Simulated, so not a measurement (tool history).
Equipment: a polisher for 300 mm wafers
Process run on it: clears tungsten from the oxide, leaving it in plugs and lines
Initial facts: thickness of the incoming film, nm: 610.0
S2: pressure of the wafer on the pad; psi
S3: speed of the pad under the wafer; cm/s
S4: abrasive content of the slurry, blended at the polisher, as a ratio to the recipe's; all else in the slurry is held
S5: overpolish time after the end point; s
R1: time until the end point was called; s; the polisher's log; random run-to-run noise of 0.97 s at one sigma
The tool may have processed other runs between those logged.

Run 1, hour 0: flow of slurry (ml/min) 155, S2 3.5 psi, S3 126 cm/s, S4 1, S5 9 s. Result: R1 91.351 s.
Run 2, hour 5.5: flow of slurry (ml/min) 155, S2 3.6 psi, S3 126 cm/s, S4 1, S5 9 s. Result: R1 88.915 s.
Run 3, hour 7.7: flow of slurry (ml/min) 155, S2 3.6 psi, S3 126 cm/s, S4 1, S5 9 s. Result: R1 88.336 s.
Run 4, hour 11.8: flow of slurry (ml/min) 155, S2 3.7 psi, S3 126 cm/s, S4 1, S5 9 s. Result: R1 88.083 s.
Run 5, hour 16.6: flow of slurry (ml/min) 155, S2 3.7 psi, S3 126 cm/s, S4 0.8, S5 9 s. Result: R1 91.846 s.
Run 6, hour 21: flow of slurry (ml/min) 155, S2 3.1 psi, S3 126 cm/s, S4 0.8, S5 9 s. Result: R1 106.03 s.
Run 7, hour 29.3: flow of slurry (ml/min) 155, S2 3.1 psi, S3 126 cm/s, S4 0.8, S5 9 s. Result: R1 107.03 s.

Forecast run 8:
Run 8, hour 37.3: flow of slurry (ml/min) 155, S2 3.3 psi, S3 126 cm/s, S4 0.8, S5 9 s. Result: R1 ?.

R1: 99.982 s

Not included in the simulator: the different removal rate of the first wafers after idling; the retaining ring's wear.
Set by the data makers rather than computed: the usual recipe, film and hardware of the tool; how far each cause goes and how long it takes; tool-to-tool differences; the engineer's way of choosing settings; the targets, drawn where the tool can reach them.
